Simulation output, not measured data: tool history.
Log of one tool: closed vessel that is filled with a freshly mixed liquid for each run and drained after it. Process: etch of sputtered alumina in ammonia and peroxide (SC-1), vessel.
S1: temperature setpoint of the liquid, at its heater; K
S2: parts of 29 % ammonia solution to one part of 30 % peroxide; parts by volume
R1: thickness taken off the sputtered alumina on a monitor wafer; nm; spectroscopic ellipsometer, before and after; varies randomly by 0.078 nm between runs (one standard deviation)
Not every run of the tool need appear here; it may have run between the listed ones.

run 1 hour=0 | S1=328.15 S2=0.6 time_in_the_liquid_(s)=310 | R1=25.802
run 2 hour=0.7 | S1=328.15 S2=0.6 time_in_the_liquid_(s)=310 | R1=25.601
run 3 hour=6.2 | S1=326.65 S2=0.6 time_in_the_liquid_(s)=310 | R1=23.865
run 4 hour=14.6 | S1=325.15 S2=0.6 time_in_the_liquid_(s)=310 | R1=21.931
run 5 hour=22.9 | S1=325.15 S2=0.45 time_in_the_liquid_(s)=310 | R1=21.549
run 6 hour=24.2 | S1=325.15 S2=0.55 time_in_the_liquid_(s)=310 | R1=21.91
run 7 hour=31 | S1=324.15 S2=0.55 time_in_the_liquid_(s)=310 | R1=20.463
run 8 hour=32.1 | S1=323.15 S2=0.55 time_in_the_liquid_(s)=310 | R1=19.498
run 9 hour=35.7 | S1=322.65 S2=0.55 time_in_the_liquid_(s)=310 | R1=18.809
run 10 hour=38.3 | S1=322.15 S2=0.55 time_in_the_liquid_(s)=310 | R1=18.485
run 11 hour=38.9 | S1=321.65 S2=0.55 time_in_the_liquid_(s)=310 | R1=18.064
run 12 hour=42.4 | S1=321.15 S2=0.55 time_in_the_liquid_(s)=310 | R1=17.545

What does the tool deliver on the next run?
run 13 hour=46.8 | S1=319.15 S2=0.55 time_in_the_liquid_(s)=310 | R1=?

{"run 13": {"R1": 15.558}}
